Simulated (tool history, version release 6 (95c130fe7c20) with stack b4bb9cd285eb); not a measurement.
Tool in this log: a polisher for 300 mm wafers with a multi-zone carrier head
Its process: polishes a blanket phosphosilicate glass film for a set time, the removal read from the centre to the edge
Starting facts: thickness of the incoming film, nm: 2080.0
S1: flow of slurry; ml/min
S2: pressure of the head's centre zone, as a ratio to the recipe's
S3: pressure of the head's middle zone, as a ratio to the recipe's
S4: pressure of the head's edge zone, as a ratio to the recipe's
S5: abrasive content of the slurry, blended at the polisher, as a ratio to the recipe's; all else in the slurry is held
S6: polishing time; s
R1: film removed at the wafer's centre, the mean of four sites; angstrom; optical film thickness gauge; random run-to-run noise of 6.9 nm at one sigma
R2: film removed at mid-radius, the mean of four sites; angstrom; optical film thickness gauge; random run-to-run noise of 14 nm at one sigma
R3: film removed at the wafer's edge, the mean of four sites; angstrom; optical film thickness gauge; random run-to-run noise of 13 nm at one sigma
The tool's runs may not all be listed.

run 1 hour=0.0 | S1=300 S2=1.00 S3=1.00 S4=1.00 S5=1.00 S6=78 | R1=7694.4 R2=7828.4 R3=7750.7
run 2 hour=3.4 | S1=345 S2=1.00 S3=1.00 S4=1.00 S5=1.00 S6=78 | R1=7774.6 R2=7991.3 R3=7765.2
run 3 hour=11.3 | S1=350 S2=1.03 S3=1.03 S4=1.01 S5=1.05 S6=78 | R1=8318.1 R2=8389.1 R3=7865.5
run 4 hour=18.6 | S1=345 S2=1.04 S3=1.05 S4=1.02 S5=1.10 S6=78 | R1=8413.1 R2=8516.6 R3=8204.9
run 5 hour=21.8 | S1=360 S2=1.06 S3=1.08 S4=1.01 S5=1.15 S6=78 | R1=8728.8 R2=9061.3 R3=8280.4
run 6 hour=30.4 | S1=360 S2=1.06 S3=1.08 S4=1.07 S5=1.15 S6=78 | R1=8829.5 R2=8858.6 R3=8777.1
run 7 hour=38.9 | S1=370 S2=1.08 S3=1.10 S4=1.06 S5=1.20 S6=78 | R1=9092.6 R2=9224.9 R3=8783.6
run 8 hour=47.0 | S1=375 S2=1.10 S3=1.12 S4=1.05 S5=1.25 S6=78 | R1=9346.7 R2=9405.5 R3=8721.2
run 9 hour=52.8 | S1=375 S2=1.10 S3=1.12 S4=1.05 S5=1.25 S6=78 | R1=9375.1 R2=9465.6 R3=8985.4
run 10 hour=57.1 | S1=385 S2=1.12 S3=1.13 S4=1.03 S5=1.30 S6=78 | R1=9633.1 R2=10000.0 R3=8807.8
run 11 hour=63.3 | S1=390 S2=1.13 S3=1.13 S4=1.03 S5=1.30 S6=78 | R1=9736.6 R2=9720.5 R3=8904.3
-- hour=68.7 slurry nozzle cleaned
run 12 hour=68.7 | S1=390 S2=1.14 S3=1.14 S4=1.02 S5=1.35 S6=78 | R1=10165.0 R2=10249.0 R3=9169.1
run 13 hour=71.0 | S1=390 S2=1.15 S3=1.15 S4=1.01 S5=1.35 S6=78 | R1=10256.0 R2=10367.0 R3=9076.4

Run 14 has not been measured yet. What should we expect?
run 14 hour=72.7 | S1=390 S2=1.16 S3=1.15 S4=1.01 S5=1.35 S6=78 | R1=? R2=? R3=?

For run 14 the tool returned R1 10323.0 angstrom, R2 10287.0 angstrom, R3 8948.7 angstrom.
